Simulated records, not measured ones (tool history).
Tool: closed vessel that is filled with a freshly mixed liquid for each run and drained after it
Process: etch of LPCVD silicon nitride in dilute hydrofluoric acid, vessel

run	hour	temperature setpoint of the liquid (C)	parts of water to one part of 49 % hydrofluoric acid (parts by volume)	time in the liquid (s)	thickness taken off the LPCVD silicon nitride on a monitor wafer (nm)
1	0	20	45	480	3.4173
2	8	20	35	480	4.3656
3	10.6	21	35	480	4.6114
4	15	22	35	480	5.0035
5	15.7	23	35	480	5.4312
6	21.8	23	35	315	3.5212
7	23.5	27	20	480	12.15

Predict the results of run 8:
8	30.8	26.5	20	480	?

{"run 8": {"thickness taken off the LPCVD silicon nitride on a monitor wafer (nm)": 11.699}}
